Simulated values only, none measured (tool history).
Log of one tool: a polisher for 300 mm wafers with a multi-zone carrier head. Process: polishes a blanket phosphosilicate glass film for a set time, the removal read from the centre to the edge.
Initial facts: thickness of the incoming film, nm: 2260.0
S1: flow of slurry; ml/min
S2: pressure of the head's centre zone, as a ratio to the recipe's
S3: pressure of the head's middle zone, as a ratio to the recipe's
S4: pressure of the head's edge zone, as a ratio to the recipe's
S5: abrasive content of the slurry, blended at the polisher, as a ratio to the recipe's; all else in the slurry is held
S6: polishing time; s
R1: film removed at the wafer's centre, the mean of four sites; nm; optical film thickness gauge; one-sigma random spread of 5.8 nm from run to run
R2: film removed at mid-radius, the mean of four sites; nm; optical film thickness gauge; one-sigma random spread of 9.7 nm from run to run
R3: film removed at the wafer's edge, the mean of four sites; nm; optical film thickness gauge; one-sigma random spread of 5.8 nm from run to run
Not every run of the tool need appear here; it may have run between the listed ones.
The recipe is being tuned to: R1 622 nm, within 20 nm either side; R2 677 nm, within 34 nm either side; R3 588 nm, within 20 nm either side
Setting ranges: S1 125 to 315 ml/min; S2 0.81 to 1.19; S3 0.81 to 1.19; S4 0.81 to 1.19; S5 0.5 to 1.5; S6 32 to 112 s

Run 1, hour 0: S1 205 ml/min, S2 1, S3 1, S4 1, S5 1, S6 72 s. Result: R1 490.4 nm, R2 497.42 nm, R3 468.39 nm.
Run 2, hour 5.5: S1 210 ml/min, S2 1.01, S3 1.03, S4 1.02, S5 1.05, S6 72 s. Result: R1 516.52 nm, R2 522.77 nm, R3 483.64 nm.
Run 3, hour 13.7: S1 210 ml/min, S2 0.94, S3 1.03, S4 1.02, S5 1.05, S6 72 s. Result: R1 477.3 nm, R2 537.23 nm, R3 481.33 nm.
Run 4, hour 20.6: S1 210 ml/min, S2 0.94, S3 1.03, S4 1.02, S5 1.2, S6 72 s. Result: R1 498.06 nm, R2 545.16 nm, R3 508.67 nm.
At hour 22.5: edge zone pressure recalibrated.
Run 5, hour 22.5: S1 220 ml/min, S2 0.96, S3 1.06, S4 1.04, S5 1.25, S6 72 s. Result: R1 522.92 nm, R2 584.78 nm, R3 545.17 nm.
Run 6, hour 26.8: S1 230 ml/min, S2 0.98, S3 1.08, S4 1.03, S5 1.25, S6 72 s. Result: R1 527.88 nm, R2 595.68 nm, R3 554.5 nm.
Run 7, hour 33.4: S1 225 ml/min, S2 1.01, S3 1.1, S4 1.01, S5 1.25, S6 73 s. Result: R1 558.7 nm, R2 601.04 nm, R3 560.42 nm.
Run 8, hour 35.8: S1 230 ml/min, S2 1.02, S3 1.12, S4 0.98, S5 1.25, S6 74 s. Result: R1 567.61 nm, R2 637.13 nm, R3 546.78 nm.
Run 9, hour 40.2: S1 235 ml/min, S2 1.03, S3 1.13, S4 0.98, S5 1.25, S6 74 s. Result: R1 573.89 nm, R2 654.62 nm, R3 549.98 nm.
Run 10, hour 46.1: S1 240 ml/min, S2 1.04, S3 1.13, S4 0.99, S5 1.25, S6 74 s. Result: R1 578.81 nm, R2 629.65 nm, R3 549.01 nm.

Next run, 4 choices. One meets every target within its allowed miss, the rest don't. Which?
Run A, hour 52: S1 275 ml/min, S2 1.02, S3 1.08, S4 0.94, S5 1.15, S6 82 s. Result: R1 ?, R2 ?, R3 ?.
Run B, hour 52: S1 250 ml/min, S2 0.96, S3 1.18, S4 1.01, S5 0.95, S6 81 s. Result: R1 ?, R2 ?, R3 ?.
Run C, hour 52: S1 215 ml/min, S2 1.05, S3 1.18, S4 1.02, S5 1.3, S6 68 s. Result: R1 ?, R2 ?, R3 ?.
Run D, hour 52: S1 190 ml/min, S2 0.95, S3 1.19, S4 0.9, S5 1.5, S6 75 s. Result: R1 ?, R2 ?, R3 ?.

move      R1      R2      R3
   A  629.63  663.13  590.29
   B  535.12   646.9  550.52
   C  545.18  603.16  518.23
   D  560.55  692.86   563.3
A: every result lands within tolerance
B: misses by more than the last run did
C: misses by more than the last run did
D: misses by more than the last run did
Move A is the one to make.
